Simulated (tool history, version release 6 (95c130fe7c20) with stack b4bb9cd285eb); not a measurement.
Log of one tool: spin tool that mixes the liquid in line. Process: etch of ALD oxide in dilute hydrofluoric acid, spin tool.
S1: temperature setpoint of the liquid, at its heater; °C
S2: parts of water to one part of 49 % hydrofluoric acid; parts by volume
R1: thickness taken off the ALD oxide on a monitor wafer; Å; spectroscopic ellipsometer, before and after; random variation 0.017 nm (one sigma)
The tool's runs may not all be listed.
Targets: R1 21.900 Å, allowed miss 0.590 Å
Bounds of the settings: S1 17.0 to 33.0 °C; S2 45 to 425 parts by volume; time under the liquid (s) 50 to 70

Run 1, hour 0.0: S1 25.0 °C, S2 235 parts by volume, time under the liquid (s) 70. Result: R1 35.383 Å.
Run 2, hour 0.6: S1 23.0 °C, S2 235 parts by volume, time under the liquid (s) 70. Result: R1 32.674 Å.
Run 3, hour 5.8: S1 22.0 °C, S2 240 parts by volume, time under the liquid (s) 70. Result: R1 30.942 Å.
Run 4, hour 12.2: S1 24.5 °C, S2 240 parts by volume, time under the liquid (s) 70. Result: R1 33.936 Å.
Run 5, hour 19.4: S1 23.5 °C, S2 245 parts by volume, time under the liquid (s) 70. Result: R1 31.423 Å.
Run 6, hour 20.8: S1 23.5 °C, S2 195 parts by volume, time under the liquid (s) 70. Result: R1 42.361 Å.
Run 7, hour 27.4: S1 22.5 °C, S2 205 parts by volume, time under the liquid (s) 70. Result: R1 38.368 Å.
Run 8, hour 33.6: S1 21.5 °C, S2 215 parts by volume, time under the liquid (s) 70. Result: R1 34.444 Å.
Run 9, hour 42.1: S1 21.0 °C, S2 220 parts by volume, time under the liquid (s) 70. Result: R1 33.022 Å.
Run 10, hour 43.4: S1 20.5 °C, S2 225 parts by volume, time under the liquid (s) 70. Result: R1 31.644 Å.
Run 11, hour 50.8: S1 20.0 °C, S2 230 parts by volume, time under the liquid (s) 70. Result: R1 30.018 Å.
Run 12, hour 51.9: S1 19.5 °C, S2 235 parts by volume, time under the liquid (s) 70. Result: R1 28.929 Å.
Run 13, hour 54.5: S1 17.0 °C, S2 280 parts by volume, time under the liquid (s) 70. Result: R1 21.045 Å.

4 next moves are on the table. One of them brings every result within its allowed miss. Which?
Run A, hour 57.1: S1 17.5 °C, S2 290 parts by volume, time under the liquid (s) 70. Result: R1 ?.
Run B, hour 57.1: S1 18.5 °C, S2 305 parts by volume, time under the liquid (s) 70. Result: R1 ?.
Run C, hour 57.1: S1 17.0 °C, S2 220 parts by volume, time under the liquid (s) 50. Result: R1 ?.
Run D, hour 57.1: S1 18.5 °C, S2 285 parts by volume, time under the liquid (s) 70. Result: R1 ?.

move      R1
   A  20.548
   B  20.025
   C  20.173
   D  21.805
A: further off than the last run
B: further off than the last run
C: further off than the last run
D: meets every target
The right move is D.

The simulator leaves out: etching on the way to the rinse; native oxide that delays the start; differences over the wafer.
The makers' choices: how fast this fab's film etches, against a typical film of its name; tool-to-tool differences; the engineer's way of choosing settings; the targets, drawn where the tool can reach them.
